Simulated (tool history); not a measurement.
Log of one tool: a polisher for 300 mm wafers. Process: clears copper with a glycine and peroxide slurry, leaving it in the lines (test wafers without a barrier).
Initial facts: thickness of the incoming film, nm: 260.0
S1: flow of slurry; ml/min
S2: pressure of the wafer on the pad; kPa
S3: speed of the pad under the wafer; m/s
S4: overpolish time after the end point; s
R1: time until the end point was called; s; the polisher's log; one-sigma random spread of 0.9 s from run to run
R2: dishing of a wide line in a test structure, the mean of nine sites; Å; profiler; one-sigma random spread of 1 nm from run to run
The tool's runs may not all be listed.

Run 1, hour 0.0: S1 195 ml/min, S2 12.4 kPa, S3 0.90 m/s, S4 9 s. Result: R1 94.173 s, R2 189.35 Å.
Run 2, hour 2.7: S1 245 ml/min, S2 12.4 kPa, S3 0.90 m/s, S4 9 s. Result: R1 94.279 s, R2 183.13 Å.
Run 3, hour 6.1: S1 245 ml/min, S2 12.4 kPa, S3 0.90 m/s, S4 6 s. Result: R1 92.410 s, R2 123.87 Å.
Run 4, hour 6.9: S1 245 ml/min, S2 13.1 kPa, S3 0.98 m/s, S4 7 s. Result: R1 83.244 s, R2 167.61 Å.
At hour 9.8: worn pad replaced by a new one.
Run 5, hour 9.8: S1 245 ml/min, S2 11.7 kPa, S3 0.98 m/s, S4 7 s. Result: R1 80.548 s, R2 166.90 Å.
Run 6, hour 14.5: S1 245 ml/min, S2 11.7 kPa, S3 1.10 m/s, S4 7 s. Result: R1 75.198 s, R2 177.93 Å.

For run 7, what comes out?
Run 7, hour 19.3: S1 245 ml/min, S2 12.4 kPa, S3 1.14 m/s, S4 8 s. Result: R1 ?, R2 ?.

For run 7 the tool returned R1 72.093 s, R2 223.65 Å.
